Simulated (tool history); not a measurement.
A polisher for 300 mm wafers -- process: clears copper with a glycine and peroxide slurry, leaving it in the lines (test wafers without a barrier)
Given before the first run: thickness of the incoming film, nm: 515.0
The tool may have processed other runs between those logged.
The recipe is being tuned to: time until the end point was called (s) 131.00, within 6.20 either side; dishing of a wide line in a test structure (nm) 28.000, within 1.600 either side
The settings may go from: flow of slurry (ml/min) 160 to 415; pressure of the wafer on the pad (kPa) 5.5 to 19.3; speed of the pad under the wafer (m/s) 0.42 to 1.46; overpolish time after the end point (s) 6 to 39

run    day  flow of slurry (ml/min)  pressure of the wafer on the pad (kPa)  speed of the pad under the wafer (m/s)  overpolish time after the end point (s)  time until the end point was called (s)  dishing of a wide line in a test structure (nm)
  1  0.000                      265                                    12.4                                    0.94                                       20                                   154.47                                           44.763
  2  0.342                      265                                    12.4                                    0.86                                       20                                   163.33                                           43.119
  3  0.696                      265                                    14.5                                    0.86                                       20                                   151.81                                           44.998
  4  1.067                      265                                    11.7                                    0.86                                       20                                   165.03                                           41.458
  5  1.412                      265                                    10.3                                    0.86                                       20                                   174.06                                           39.746
  6  1.592                      275                                    11.0                                    0.92                                       16                                   163.57                                           34.240
  7  1.675                      280                                    12.4                                    0.96                                       14                                   147.25                                           32.904
     1.942  -- slurry nozzle cleaned
  8  1.942                      285                                    13.1                                    0.98                                       13                                   132.72                                           34.818
  9  2.175                      280                                    13.1                                    1.00                                        6                                   135.18                                           18.048

Next run, 4 choices. One meets every target within its allowed miss, the rest don't. Which?
  A  2.408                      285                                    18.6                                    0.84                                       11                                        ?                                                ?
  B  2.408                      285                                    12.4                                    0.90                                       14                                        ?                                                ?
  C  2.408                      265                                    12.4                                    0.98                                        8                                        ?                                                ?
  D  2.408                      230                                    14.5                                    0.94                                       10                                        ?                                                ?

move  time until the end point was called (s)  dishing of a wide line in a test structure (nm)
   A                                   122.70                                           32.418
   B                                   145.77                                           33.939
   C                                   137.98                                           21.721
   D                                   133.37                                           27.463
A: pushes the last run's worst result past its target
B: pushes the last run's worst result past its target
C: nearer than the last run, and not there yet
D: meets every target
Move D is the one to make.
